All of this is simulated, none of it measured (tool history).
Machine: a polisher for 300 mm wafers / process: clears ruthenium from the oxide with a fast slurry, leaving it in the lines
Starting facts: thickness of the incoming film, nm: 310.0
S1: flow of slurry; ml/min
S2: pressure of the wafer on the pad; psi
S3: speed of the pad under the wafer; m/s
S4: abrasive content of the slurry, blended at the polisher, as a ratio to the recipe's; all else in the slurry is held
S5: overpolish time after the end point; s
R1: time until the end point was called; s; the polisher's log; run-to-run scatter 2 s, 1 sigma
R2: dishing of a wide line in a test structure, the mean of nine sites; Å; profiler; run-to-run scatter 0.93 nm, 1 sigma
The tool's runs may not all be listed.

run,hour,S1,S2,S3,S4,S5,R1,R2
1,0,165,2.4,1.26,1,20,74.378,671.81
2,6.8,165,2.4,1.26,1,14,73.938,476.06
3,13.5,165,2.4,1.06,1,14,86.763,414.29
4,16.7,160,2.2,1.06,1,18,96.104,480.59
5,25.3,160,2.5,1.06,1,18,83.683,529.54
6,27.3,160,2.5,1.06,1,11,83.783,338.98
7,33.1,150,2.2,1.14,1,15,90.106,426.94
8,34.9,150,2.2,1.14,1,15,91.296,430.36
9,35.9,145,2,1.18,1,18,97.406,478.28
10,38,140,1.9,1.2,1,20,99.506,510.65

Run 11 comes next. What will it give?
11,39.2,140,1.8,1.2,1,22,?,?

R1: 107.02 s
R2: 524.5 Å

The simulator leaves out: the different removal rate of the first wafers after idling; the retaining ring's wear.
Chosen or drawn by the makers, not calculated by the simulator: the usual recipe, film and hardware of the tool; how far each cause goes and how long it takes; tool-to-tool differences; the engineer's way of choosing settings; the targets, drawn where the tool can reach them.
